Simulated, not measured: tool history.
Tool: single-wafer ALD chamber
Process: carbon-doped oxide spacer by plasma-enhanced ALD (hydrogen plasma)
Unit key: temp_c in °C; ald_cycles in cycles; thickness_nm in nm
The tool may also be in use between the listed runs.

run	hour	temp_c	ald_cycles	thickness_nm
1	0	390	502	24.992
2	2	390	535	26.458
3	5.1	390	485	24.322
4	13.3	397	485	24.453
5	16.9	397	449	22.502
6	17.7	391	449	22.385

Run 7, settings as shown, results not yet in. Your forecast:
7	23.2	391	433	?

thickness_nm: 21.677 nm
